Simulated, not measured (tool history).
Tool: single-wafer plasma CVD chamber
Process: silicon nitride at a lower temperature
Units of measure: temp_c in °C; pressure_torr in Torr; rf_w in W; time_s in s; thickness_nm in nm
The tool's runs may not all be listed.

{"run": 1, "hour": 0.0, "temp_c": 335, "pressure_torr": 1.52, "rf_w": 375, "time_s": 11.8, "thickness_nm": 17.992}
{"run": 2, "hour": 4.1, "temp_c": 335, "pressure_torr": 1.52, "rf_w": 375, "time_s": 11.8, "thickness_nm": 17.904}
{"run": 3, "hour": 7.8, "temp_c": 340, "pressure_torr": 1.52, "rf_w": 375, "time_s": 11.8, "thickness_nm": 17.949}
{"run": 4, "hour": 10.9, "temp_c": 340, "pressure_torr": 1.37, "rf_w": 375, "time_s": 11.8, "thickness_nm": 17.184}
{"run": 5, "hour": 18.9, "temp_c": 340, "pressure_torr": 1.5, "rf_w": 385, "time_s": 11.8, "thickness_nm": 18.039}
{"run": 6, "hour": 23.2, "temp_c": 340, "pressure_torr": 1.6, "rf_w": 395, "time_s": 11.8, "thickness_nm": 18.832}
{"run": 7, "hour": 31.6, "temp_c": 340, "pressure_torr": 1.6, "rf_w": 395, "time_s": 11.8, "thickness_nm": 18.833}

Expected results for the next run?
{"run": 8, "hour": 37.8, "temp_c": 340, "pressure_torr": 1.67, "rf_w": 400, "time_s": 11.8, "thickness_nm": "?"}

{"run 8": {"thickness_nm": 19.292}}

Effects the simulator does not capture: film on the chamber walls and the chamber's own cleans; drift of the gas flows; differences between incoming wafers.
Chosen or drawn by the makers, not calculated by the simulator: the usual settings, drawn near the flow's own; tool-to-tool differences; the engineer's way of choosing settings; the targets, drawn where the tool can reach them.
